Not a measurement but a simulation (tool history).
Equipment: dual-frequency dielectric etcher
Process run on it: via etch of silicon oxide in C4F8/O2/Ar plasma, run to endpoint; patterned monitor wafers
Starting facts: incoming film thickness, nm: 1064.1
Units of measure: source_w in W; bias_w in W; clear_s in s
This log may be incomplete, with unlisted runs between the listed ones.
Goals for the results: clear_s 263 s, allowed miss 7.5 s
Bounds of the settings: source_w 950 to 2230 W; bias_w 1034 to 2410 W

run  hour  source_w  bias_w  clear_s
  1     0      1590    1722   223.59
  2   1.7      1490    1678   236.43
  3     3      1490    1958   223.25
  4   6.8      1490    1777   229.81
  5  10.4      1420    1753    239.5
  6  16.5      1420    1886   230.08
  7  23.5      1350    1865   238.05
  8    29      1300    1851   244.85
  9    33      1300    1851   244.36
 10  36.3      1270    1842   247.98
 11  40.7      1240    1835   248.89
 12  45.7      1210    1827   251.37

Which single option among these 4 for the next run brings every result within its allowed miss of target? Just one does.
  A  50.7      1350    1691        ?
  B  50.7      1300    1433        ?
  C  50.7      1350    1752        ?
  D  50.7      1260    2092        ?

move  clear_s
   A   245.54
   B   262.41
   C   243.01
   D   238.42
A: moves away from the targets compared with the last run
B: hits every target within its allowed miss
C: moves away from the targets compared with the last run
D: moves away from the targets compared with the last run
B is the move that brings every result within its allowed miss.
